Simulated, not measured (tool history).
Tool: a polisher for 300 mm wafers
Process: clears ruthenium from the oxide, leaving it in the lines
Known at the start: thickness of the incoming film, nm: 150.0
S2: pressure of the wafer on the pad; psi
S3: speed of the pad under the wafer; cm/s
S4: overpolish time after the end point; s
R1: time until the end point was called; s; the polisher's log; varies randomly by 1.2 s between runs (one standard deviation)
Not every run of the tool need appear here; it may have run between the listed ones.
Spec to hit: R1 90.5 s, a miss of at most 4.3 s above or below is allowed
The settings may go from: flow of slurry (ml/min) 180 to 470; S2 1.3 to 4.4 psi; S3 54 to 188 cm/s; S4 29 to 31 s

Run 1, hour 0: flow of slurry (ml/min) 300, S2 2.8 psi, S3 120 cm/s, S4 29 s. Result: R1 72.77 s.
Run 2, hour 6.9: flow of slurry (ml/min) 300, S2 2.7 psi, S3 120 cm/s, S4 29 s. Result: R1 75.188 s.
Run 3, hour 14.5: flow of slurry (ml/min) 300, S2 2.6 psi, S3 120 cm/s, S4 29 s. Result: R1 76.449 s.
Run 4, hour 21.5: flow of slurry (ml/min) 355, S2 2.6 psi, S3 120 cm/s, S4 29 s. Result: R1 77.146 s.
Run 5, hour 30.2: flow of slurry (ml/min) 355, S2 2.6 psi, S3 120 cm/s, S4 29 s. Result: R1 76.845 s.
Run 6, hour 32.8: flow of slurry (ml/min) 355, S2 2.5 psi, S3 120 cm/s, S4 29 s. Result: R1 77.433 s.
Run 7, hour 35.2: flow of slurry (ml/min) 355, S2 2.4 psi, S3 120 cm/s, S4 29 s. Result: R1 79.466 s.
Run 8, hour 41.1: flow of slurry (ml/min) 355, S2 2.3 psi, S3 120 cm/s, S4 29 s. Result: R1 81.826 s.

Which one of the following 5 next-run settings gets every result inside its allowed miss? There is exactly one.
Run A, hour 47: flow of slurry (ml/min) 420, S2 1.7 psi, S3 116 cm/s, S4 29 s. Result: R1 ?.
Run B, hour 47: flow of slurry (ml/min) 370, S2 2.2 psi, S3 128 cm/s, S4 29 s. Result: R1 ?.
Run C, hour 47: flow of slurry (ml/min) 350, S2 1.5 psi, S3 134 cm/s, S4 29 s. Result: R1 ?.
Run D, hour 47: flow of slurry (ml/min) 295, S2 2.2 psi, S3 104 cm/s, S4 29 s. Result: R1 ?.
Run E, hour 47: flow of slurry (ml/min) 390, S2 2.2 psi, S3 114 cm/s, S4 31 s. Result: R1 ?.

move      R1
   A   104.3
   B   80.11
   C  100.96
   D  97.596
   E  88.467
A: carries the result that was furthest off beyond its target, to the other side
B: the biggest miss grows against the last run
C: carries the result that was furthest off beyond its target, to the other side
D: carries the result that was furthest off beyond its target, to the other side
E: all results land within tolerance of their targets
Correct choice: E, which meets every target
